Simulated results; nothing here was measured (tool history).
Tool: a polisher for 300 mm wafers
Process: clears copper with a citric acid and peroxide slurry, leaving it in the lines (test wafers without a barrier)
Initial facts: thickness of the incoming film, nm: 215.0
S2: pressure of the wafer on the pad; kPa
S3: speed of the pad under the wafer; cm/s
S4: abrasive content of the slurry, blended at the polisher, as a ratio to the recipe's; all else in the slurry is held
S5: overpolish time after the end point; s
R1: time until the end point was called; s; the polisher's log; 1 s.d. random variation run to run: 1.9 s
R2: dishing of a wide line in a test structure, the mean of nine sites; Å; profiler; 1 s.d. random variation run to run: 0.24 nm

run 1 day=0 | flow_of_slurry_(ml/min)=285 S2=18.6 S3=100 S4=1 S5=17 | R1=123.5 R2=149.56
run 2 day=0.088 | flow_of_slurry_(ml/min)=285 S2=18.6 S3=100 S4=1 S5=21 | R1=123.12 R2=168.72
run 3 day=0.408 | flow_of_slurry_(ml/min)=255 S2=18.6 S3=100 S4=1 S5=21 | R1=126.32 R2=170
run 4 day=0.746 | flow_of_slurry_(ml/min)=255 S2=18.6 S3=100 S4=1 S5=14 | R1=123.68 R2=130.3
run 5 day=0.783 | flow_of_slurry_(ml/min)=255 S2=17.2 S3=100 S4=1 S5=15 | R1=134.44 R2=134.28
run 6 day=0.992 | flow_of_slurry_(ml/min)=255 S2=21.4 S3=100 S4=1 S5=15 | R1=110.18 R2=147.72
run 7 day=1.096 | flow_of_slurry_(ml/min)=250 S2=20 S3=100 S4=1 S5=16 | R1=117.36 R2=146.2

What will run 8 give?
run 8 day=1.454 | flow_of_slurry_(ml/min)=250 S2=18.6 S3=100 S4=1 S5=16 | R1=? R2=?

{"run 8": {"R1": 125.74, "R2": 140.83}}
